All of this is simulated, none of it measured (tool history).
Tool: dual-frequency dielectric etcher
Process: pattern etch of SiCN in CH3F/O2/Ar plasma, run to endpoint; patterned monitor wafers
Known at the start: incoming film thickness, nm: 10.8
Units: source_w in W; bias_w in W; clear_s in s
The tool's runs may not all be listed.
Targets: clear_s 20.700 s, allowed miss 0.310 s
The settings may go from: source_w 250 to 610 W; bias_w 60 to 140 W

Run 1, hour 0.0: source_w 430 W, bias_w 100 W. Result: clear_s 22.940 s.
Run 2, hour 4.5: source_w 430 W, bias_w 91 W. Result: clear_s 23.828 s.
Run 3, hour 10.7: source_w 470 W, bias_w 92 W. Result: clear_s 22.751 s.
Run 4, hour 12.3: source_w 470 W, bias_w 79 W. Result: clear_s 23.800 s.
Run 5, hour 16.5: source_w 470 W, bias_w 72 W. Result: clear_s 24.510 s.
Run 6, hour 19.7: source_w 510 W, bias_w 75 W. Result: clear_s 23.385 s.
Run 7, hour 22.5: source_w 540 W, bias_w 78 W. Result: clear_s 22.401 s.
Run 8, hour 28.9: source_w 610 W, bias_w 83 W. Result: clear_s 21.113 s.

5 next moves are on the table. One of them brings every result within its allowed miss. Which?
Run A, hour 35.3: source_w 600 W, bias_w 82 W. Result: clear_s ?.
Run B, hour 35.3: source_w 550 W, bias_w 81 W. Result: clear_s ?.
Run C, hour 35.3: source_w 610 W, bias_w 74 W. Result: clear_s ?.
Run D, hour 35.3: source_w 580 W, bias_w 85 W. Result: clear_s ?.
Run E, hour 35.3: source_w 520 W, bias_w 110 W. Result: clear_s ?.

move  clear_s
   A   21.402
   B   22.263
   C   21.874
   D   21.481
   E   20.777
A: further off than the last run
B: further off than the last run
C: further off than the last run
D: further off than the last run
E: meets every target
Move E is the one to make.
